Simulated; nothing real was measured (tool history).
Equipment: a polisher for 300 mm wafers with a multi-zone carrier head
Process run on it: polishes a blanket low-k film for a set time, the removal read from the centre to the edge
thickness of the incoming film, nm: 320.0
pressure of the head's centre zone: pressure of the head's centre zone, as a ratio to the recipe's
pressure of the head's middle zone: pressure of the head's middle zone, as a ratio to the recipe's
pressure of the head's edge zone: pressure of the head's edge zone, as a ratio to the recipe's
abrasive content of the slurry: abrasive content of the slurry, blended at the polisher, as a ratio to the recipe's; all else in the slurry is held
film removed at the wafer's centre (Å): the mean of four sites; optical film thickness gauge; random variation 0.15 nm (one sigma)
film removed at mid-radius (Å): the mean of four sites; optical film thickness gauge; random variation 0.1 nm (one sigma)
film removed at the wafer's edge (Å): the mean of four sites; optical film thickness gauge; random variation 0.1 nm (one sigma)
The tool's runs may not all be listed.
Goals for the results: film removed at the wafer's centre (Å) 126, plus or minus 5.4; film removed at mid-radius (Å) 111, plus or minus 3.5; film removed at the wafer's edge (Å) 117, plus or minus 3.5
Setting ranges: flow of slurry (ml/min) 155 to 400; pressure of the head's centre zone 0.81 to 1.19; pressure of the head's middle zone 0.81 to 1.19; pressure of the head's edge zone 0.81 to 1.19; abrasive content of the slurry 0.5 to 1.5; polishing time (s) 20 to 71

run,day,flow of slurry (ml/min),pressure of the head's centre zone,pressure of the head's middle zone,pressure of the head's edge zone,abrasive content of the slurry,polishing time (s),film removed at the wafer's centre (Å),film removed at mid-radius (Å),film removed at the wafer's edge (Å)
1,0,255,1,1,1,1,45,214.04,220.36,214.02
2,0.208,255,1,1.08,1,1,45,214.42,232.19,216.28
3,0.571,250,1.01,1.03,0.99,0.9,42,193.56,198.84,187.59
4,0.621,240,1.01,0.99,0.99,0.8,40,176.33,176.34,168.54
5,0.954,240,1.01,0.99,0.99,0.8,33,139.98,143.03,142.69
6,1.246,235,1.01,0.96,0.98,0.75,33,139.44,137.14,136.24
7,1.438,230,1.01,0.93,0.97,0.7,33,135.77,130.01,131.71
8,1.604,225,1.01,0.91,0.95,0.7,33,135.3,126.7,129.81
9,1.679,220,1,0.89,0.93,0.7,33,131.19,124.03,129.61
10,2.038,215,1.01,0.88,0.92,0.65,33,129.12,117.8,123.18
11,2.192,210,1.01,0.87,0.91,0.65,33,130.52,117.14,122.61

4 next moves are on the table. One of them brings every result within its allowed miss. Which?
A,2.346,220,0.93,0.89,0.95,0.7,32,?,?,?
B,2.346,240,1.04,0.88,0.95,0.65,31,?,?,?
C,2.346,225,1.04,0.89,0.91,0.6,35,?,?,?
D,2.346,235,1.03,0.94,0.81,0.55,36,?,?,?

move,film removed at the wafer's centre (Å),film removed at mid-radius (Å),film removed at the wafer's edge (Å)
A,121.74,117.94,126.94
B,128.35,109.93,119.32
C,138.74,120,126.61
D,135.94,124.2,118.64
A: the biggest miss grows against the last run
B: all results land within tolerance of their targets
C: the biggest miss grows against the last run
D: the biggest miss grows against the last run
Correct choice: B, which meets every target
